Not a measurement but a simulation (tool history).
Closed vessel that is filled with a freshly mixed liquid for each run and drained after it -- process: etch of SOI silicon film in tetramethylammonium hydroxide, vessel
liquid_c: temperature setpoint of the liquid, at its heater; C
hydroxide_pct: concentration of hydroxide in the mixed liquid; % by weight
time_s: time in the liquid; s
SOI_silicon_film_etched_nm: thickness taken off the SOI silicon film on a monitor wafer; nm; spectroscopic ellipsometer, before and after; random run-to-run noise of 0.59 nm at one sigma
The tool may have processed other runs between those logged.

{"run": 1, "hour": 0.0, "liquid_c": 69.0, "hydroxide_pct": 8.5, "time_s": 30, "SOI_silicon_film_etched_nm": 226.03}
{"run": 2, "hour": 2.8, "liquid_c": 69.0, "hydroxide_pct": 8.5, "time_s": 30, "SOI_silicon_film_etched_nm": 228.42}
{"run": 3, "hour": 10.5, "liquid_c": 66.0, "hydroxide_pct": 8.5, "time_s": 30, "SOI_silicon_film_etched_nm": 188.81}
{"run": 4, "hour": 13.8, "liquid_c": 66.0, "hydroxide_pct": 8.5, "time_s": 30, "SOI_silicon_film_etched_nm": 188.18}
{"hour": 22.7, "done": "hydroxide flow meter replaced"}
{"run": 5, "hour": 22.7, "liquid_c": 66.0, "hydroxide_pct": 8.5, "time_s": 30, "SOI_silicon_film_etched_nm": 184.26}
{"run": 6, "hour": 29.4, "liquid_c": 66.0, "hydroxide_pct": 8.5, "time_s": 30, "SOI_silicon_film_etched_nm": 184.76}
{"run": 7, "hour": 35.3, "liquid_c": 64.0, "hydroxide_pct": 8.5, "time_s": 30, "SOI_silicon_film_etched_nm": 163.85}

Run 8 comes next. What will it give?
{"run": 8, "hour": 39.0, "liquid_c": 62.5, "hydroxide_pct": 8.5, "time_s": 30, "SOI_silicon_film_etched_nm": "?"}

SOI_silicon_film_etched_nm: 149.84 nm

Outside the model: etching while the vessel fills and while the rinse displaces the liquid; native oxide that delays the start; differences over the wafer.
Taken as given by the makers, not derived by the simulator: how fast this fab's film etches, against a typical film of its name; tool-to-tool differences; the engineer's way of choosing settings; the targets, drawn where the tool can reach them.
